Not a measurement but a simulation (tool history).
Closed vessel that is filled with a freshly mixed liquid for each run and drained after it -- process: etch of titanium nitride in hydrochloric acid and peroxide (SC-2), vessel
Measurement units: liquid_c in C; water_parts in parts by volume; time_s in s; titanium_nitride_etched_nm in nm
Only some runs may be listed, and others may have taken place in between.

run,hour,liquid_c,water_parts,time_s,titanium_nitride_etched_nm
1,0,54,6,315,20.463
2,8.5,54,7.5,315,17.215
3,10.2,52,7.5,315,15.121
4,17.5,52,7.5,340,16.342
5,22.2,52,6,340,19.357
6,29.5,50,6,340,16.955

Estimate the outcome of run 7 from the log above:
7,30.2,48.5,6,340,?

titanium_nitride_etched_nm: 15.399 nm
